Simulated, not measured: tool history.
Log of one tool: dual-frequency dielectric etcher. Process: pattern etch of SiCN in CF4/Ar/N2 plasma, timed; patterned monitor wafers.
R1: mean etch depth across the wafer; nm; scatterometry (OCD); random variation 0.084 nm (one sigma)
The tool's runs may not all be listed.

{"run": 1, "hour": 0.0, "source power (kW)": 0.4, "bias power (kW)": 0.057, "Ar flow (sccm)": 105, "CF4 flow (sccm)": 66, "etch time (s)": 41, "R1": 28.999}
{"run": 2, "hour": 3.7, "source power (kW)": 0.46, "bias power (kW)": 0.057, "Ar flow (sccm)": 105, "CF4 flow (sccm)": 66, "etch time (s)": 41, "R1": 32.028}
{"run": 3, "hour": 6.5, "source power (kW)": 0.46, "bias power (kW)": 0.049, "Ar flow (sccm)": 105, "CF4 flow (sccm)": 66, "etch time (s)": 41, "R1": 30.908}
{"run": 4, "hour": 10.4, "source power (kW)": 0.42, "bias power (kW)": 0.048, "Ar flow (sccm)": 105, "CF4 flow (sccm)": 66, "etch time (s)": 41, "R1": 28.814}
{"run": 5, "hour": 16.1, "source power (kW)": 0.39, "bias power (kW)": 0.048, "Ar flow (sccm)": 105, "CF4 flow (sccm)": 66, "etch time (s)": 41, "R1": 27.234}
{"run": 6, "hour": 24.4, "source power (kW)": 0.39, "bias power (kW)": 0.04, "Ar flow (sccm)": 105, "CF4 flow (sccm)": 66, "etch time (s)": 41, "R1": 26.054}
{"run": 7, "hour": 26.4, "source power (kW)": 0.37, "bias power (kW)": 0.04, "Ar flow (sccm)": 105, "CF4 flow (sccm)": 66, "etch time (s)": 41, "R1": 24.915}

The next listed run, before its measurement:
{"run": 8, "hour": 27.1, "source power (kW)": 0.36, "bias power (kW)": 0.04, "Ar flow (sccm)": 105, "CF4 flow (sccm)": 66, "etch time (s)": 41, "R1": "?"}

{"run 8": {"R1": 24.525}}
